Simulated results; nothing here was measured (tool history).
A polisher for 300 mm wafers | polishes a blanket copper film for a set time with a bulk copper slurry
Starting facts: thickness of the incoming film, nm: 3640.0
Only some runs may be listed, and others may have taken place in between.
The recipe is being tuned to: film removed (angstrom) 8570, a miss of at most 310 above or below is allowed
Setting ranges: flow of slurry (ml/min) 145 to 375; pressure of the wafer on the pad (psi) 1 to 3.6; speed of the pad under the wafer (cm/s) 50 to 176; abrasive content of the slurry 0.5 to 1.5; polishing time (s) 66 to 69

| run | hour | flow of slurry (ml/min) | pressure of the wafer on the pad (psi) | speed of the pad under the wafer (cm/s) | abrasive content of the slurry | polishing time (s) | film removed (angstrom) |
|---|---|---|---|---|---|---|---|
| 1 | 0 | 240 | 2.3 | 112 | 1 | 66 | 5374.6 |
| 2 | 1.1 | 295 | 2.3 | 112 | 1 | 66 | 5555.4 |
| 3 | 9 | 295 | 2.6 | 112 | 1 | 66 | 6166.2 |
| 4 | 17.6 | 295 | 2.7 | 112 | 1 | 66 | 6428.9 |
| 5 | 18.6 | 295 | 2.7 | 128 | 1 | 66 | 7275.9 |
| 6 | 22.8 | 295 | 2.8 | 128 | 1 | 66 | 7498.1 |
| 7 | 28 | 295 | 2.9 | 128 | 1 | 66 | 7654 |
| 8 | 30.2 | 295 | 3 | 128 | 1 | 66 | 7976.2 |

Below are 5 possible settings for the next run. Only one of them brings all results inside the allowed miss of their targets. Which is it?
| A | 32.4 | 310 | 2.7 | 124 | 1.05 | 66 | ? |
| B | 32.4 | 245 | 2.7 | 124 | 1.15 | 66 | ? |
| C | 32.4 | 250 | 3 | 124 | 0.95 | 66 | ? |
| D | 32.4 | 275 | 2.3 | 152 | 1.1 | 67 | ? |
| E | 32.4 | 255 | 3 | 132 | 1.2 | 67 | ? |

| move | film removed (angstrom) |
|---|---|
| A | 7128.8 |
| B | 7105 |
| C | 7586.3 |
| D | 7425.2 |
| E | 8562.1 |
A: further off than the last run
B: further off than the last run
C: further off than the last run
D: further off than the last run
E: each result inside its tolerance
The right move is E.
